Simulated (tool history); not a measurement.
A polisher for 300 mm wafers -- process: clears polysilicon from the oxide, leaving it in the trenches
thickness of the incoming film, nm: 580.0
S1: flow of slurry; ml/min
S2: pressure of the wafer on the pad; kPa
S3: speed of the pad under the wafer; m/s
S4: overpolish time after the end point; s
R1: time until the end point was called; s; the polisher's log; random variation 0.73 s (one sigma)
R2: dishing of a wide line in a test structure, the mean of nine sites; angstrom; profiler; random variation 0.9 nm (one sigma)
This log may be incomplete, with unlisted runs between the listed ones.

run    day   S1    S2    S3  S4      R1      R2
  1      0  150  21.4   0.8  29  50.768  693.63
  2  0.038  150  21.4   0.8  26   51.38  674.86
  3  0.317  150  21.4   0.8  23  50.611  695.37
  4  0.467  150  21.4  0.72  23  54.958  674.75
  5  0.704  125  21.4  0.72  23  56.468  680.07
  6  0.946  100  21.4  0.72  23  59.257  661.17
  7  1.129  100  22.1   0.7  21  58.709  653.03
  8  1.412  100  23.4  0.66  19  58.328  643.03
  9  1.754  100  24.8  0.62  18   60.73  636.14
 10  2.017  100  26.2  0.62  17  56.924  651.45
 11  2.046  100  26.9  0.62  16   55.67  644.86
 12  2.267  100  27.6   0.6  15  57.618  615.02
 13  2.567  100  28.3   0.6  14  56.186  607.98
 14    2.7  100    29   0.6  13   55.13  616.43
 15  2.792  100    29   0.6  13  54.643   619.2
 16  3.071  100  29.6   0.6  12  54.238  597.35

Run 17 comes next. What will it give?
 17  3.138  100  29.6  0.6  12   ?   ?

R1: 53.54 s
R2: 602.17 angstrom

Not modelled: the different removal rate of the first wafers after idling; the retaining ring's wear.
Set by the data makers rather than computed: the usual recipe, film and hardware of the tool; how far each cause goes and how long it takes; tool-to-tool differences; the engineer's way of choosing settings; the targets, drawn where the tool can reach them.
